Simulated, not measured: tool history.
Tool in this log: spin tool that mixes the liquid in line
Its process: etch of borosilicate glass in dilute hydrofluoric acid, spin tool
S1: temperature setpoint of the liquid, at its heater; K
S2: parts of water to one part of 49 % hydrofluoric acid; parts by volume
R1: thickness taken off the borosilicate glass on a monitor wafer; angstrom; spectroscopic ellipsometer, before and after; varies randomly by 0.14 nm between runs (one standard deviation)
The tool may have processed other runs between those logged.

run 1 hour=0.0 | S1=297.15 S2=125 time_under_the_liquid_(s)=200 | R1=487.19
run 2 hour=3.6 | S1=297.15 S2=125 time_under_the_liquid_(s)=200 | R1=484.77
run 3 hour=4.4 | S1=295.15 S2=125 time_under_the_liquid_(s)=200 | R1=450.12
run 4 hour=5.1 | S1=295.15 S2=125 time_under_the_liquid_(s)=215 | R1=485.71
run 5 hour=11.7 | S1=295.15 S2=125 time_under_the_liquid_(s)=200 | R1=450.22
run 6 hour=18.5 | S1=295.15 S2=125 time_under_the_liquid_(s)=215 | R1=481.39
run 7 hour=20.9 | S1=293.65 S2=125 time_under_the_liquid_(s)=215 | R1=456.64

What does the tool deliver on the next run?
run 8 hour=26.9 | S1=292.65 S2=125 time_under_the_liquid_(s)=215 | R1=?

{"run 8": {"R1": 437.38}}

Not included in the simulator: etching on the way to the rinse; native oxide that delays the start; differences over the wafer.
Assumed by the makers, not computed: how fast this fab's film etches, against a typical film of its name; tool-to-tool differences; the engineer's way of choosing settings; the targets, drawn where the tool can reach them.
